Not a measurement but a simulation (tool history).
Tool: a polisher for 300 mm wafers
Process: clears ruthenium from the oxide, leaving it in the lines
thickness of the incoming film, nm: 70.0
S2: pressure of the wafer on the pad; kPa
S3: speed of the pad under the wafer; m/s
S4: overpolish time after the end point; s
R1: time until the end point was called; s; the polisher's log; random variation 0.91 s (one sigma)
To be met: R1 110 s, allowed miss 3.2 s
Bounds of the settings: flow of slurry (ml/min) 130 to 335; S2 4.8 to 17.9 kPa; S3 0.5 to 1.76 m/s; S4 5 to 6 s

run 1 day=0 | flow_of_slurry_(ml/min)=215 S2=11 S3=1.12 S4=6 | R1=79.491
run 2 day=0.188 | flow_of_slurry_(ml/min)=215 S2=11 S3=1.26 S4=6 | R1=70.374
run 3 day=0.308 | flow_of_slurry_(ml/min)=215 S2=11 S3=1.42 S4=6 | R1=63.445
run 4 day=0.442 | flow_of_slurry_(ml/min)=215 S2=11 S3=1.42 S4=6 | R1=63.3
run 5 day=0.746 | flow_of_slurry_(ml/min)=215 S2=11 S3=1.14 S4=6 | R1=77.883
run 6 day=0.975 | flow_of_slurry_(ml/min)=210 S2=9.7 S3=1.14 S4=6 | R1=87.832
run 7 day=1.129 | flow_of_slurry_(ml/min)=210 S2=9 S3=1.14 S4=6 | R1=96.359
run 8 day=1.254 | flow_of_slurry_(ml/min)=195 S2=7.6 S3=1.14 S4=6 | R1=111.95

5 next moves are on the table. One of them brings every result within its allowed miss. Which?
run A day=1.379 | flow_of_slurry_(ml/min)=205 S2=6.9 S3=1.18 S4=5 | R1=?
run B day=1.379 | flow_of_slurry_(ml/min)=235 S2=7.6 S3=1.14 S4=6 | R1=?
run C day=1.379 | flow_of_slurry_(ml/min)=165 S2=9.7 S3=0.9 S4=6 | R1=?
run D day=1.379 | flow_of_slurry_(ml/min)=165 S2=8.3 S3=1.02 S4=5 | R1=?
run E day=1.379 | flow_of_slurry_(ml/min)=185 S2=6.9 S3=1.2 S4=6 | R1=?

move=A R1=119.62
move=B R1=111.18
move=C R1=115.85
move=D R1=119.1
move=E R1=119.22
A: further off than the last run
B: meets every target
C: further off than the last run
D: further off than the last run
E: further off than the last run
Move B is the one to make.
